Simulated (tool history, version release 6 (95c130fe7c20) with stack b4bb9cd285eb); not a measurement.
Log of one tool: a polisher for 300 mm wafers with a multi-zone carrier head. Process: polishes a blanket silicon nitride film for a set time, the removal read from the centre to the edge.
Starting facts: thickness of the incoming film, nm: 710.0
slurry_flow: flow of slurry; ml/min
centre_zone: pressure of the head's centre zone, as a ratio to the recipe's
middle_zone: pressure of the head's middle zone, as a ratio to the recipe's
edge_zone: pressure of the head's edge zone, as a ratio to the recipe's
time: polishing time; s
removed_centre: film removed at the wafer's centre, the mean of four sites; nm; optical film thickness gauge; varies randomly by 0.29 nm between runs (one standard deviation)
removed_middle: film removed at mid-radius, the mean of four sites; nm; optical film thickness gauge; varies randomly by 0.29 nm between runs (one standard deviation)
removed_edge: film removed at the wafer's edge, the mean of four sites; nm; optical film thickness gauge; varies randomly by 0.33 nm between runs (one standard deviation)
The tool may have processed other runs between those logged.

Run 1, hour 0.0: slurry_flow 190 ml/min, centre_zone 1.00, middle_zone 1.00, edge_zone 1.00, time 35 s. Result: removed_centre 42.582 nm, removed_middle 42.488 nm, removed_edge 42.225 nm.
Run 2, hour 5.1: slurry_flow 190 ml/min, centre_zone 1.00, middle_zone 1.00, edge_zone 0.95, time 35 s. Result: removed_centre 42.442 nm, removed_middle 42.802 nm, removed_edge 42.188 nm.
Run 3, hour 12.8: slurry_flow 180 ml/min, centre_zone 0.98, middle_zone 0.96, edge_zone 0.96, time 32 s. Result: removed_centre 37.968 nm, removed_middle 37.918 nm, removed_edge 37.736 nm.
Run 4, hour 19.0: slurry_flow 180 ml/min, centre_zone 0.90, middle_zone 0.96, edge_zone 0.96, time 32 s. Result: removed_centre 35.309 nm, removed_middle 37.786 nm, removed_edge 37.819 nm.
Run 5, hour 20.7: slurry_flow 170 ml/min, centre_zone 0.89, middle_zone 0.92, edge_zone 1.00, time 30 s. Result: removed_centre 33.386 nm, removed_middle 33.733 nm, removed_edge 35.927 nm.
Run 6, hour 26.8: slurry_flow 165 ml/min, centre_zone 0.87, middle_zone 0.89, edge_zone 1.00, time 29 s. Result: removed_centre 31.279 nm, removed_middle 31.448 nm, removed_edge 34.947 nm.
Run 7, hour 32.7: slurry_flow 160 ml/min, centre_zone 0.87, middle_zone 0.87, edge_zone 0.99, time 28 s. Result: removed_centre 29.848 nm, removed_middle 29.948 nm, removed_edge 32.835 nm.
Run 8, hour 35.4: slurry_flow 155 ml/min, centre_zone 0.87, middle_zone 0.86, edge_zone 1.00, time 28 s. Result: removed_centre 29.685 nm, removed_middle 28.699 nm, removed_edge 33.453 nm.

Run 9 is up next; what results do you expect?
Run 9, hour 43.9: slurry_flow 150 ml/min, centre_zone 0.87, middle_zone 0.85, edge_zone 0.99, time 28 s. Result: removed_centre ?, removed_middle ?, removed_edge ?.

Logged for run 9: removed_centre 29.809 nm, removed_middle 28.873 nm, removed_edge 33.485 nm.
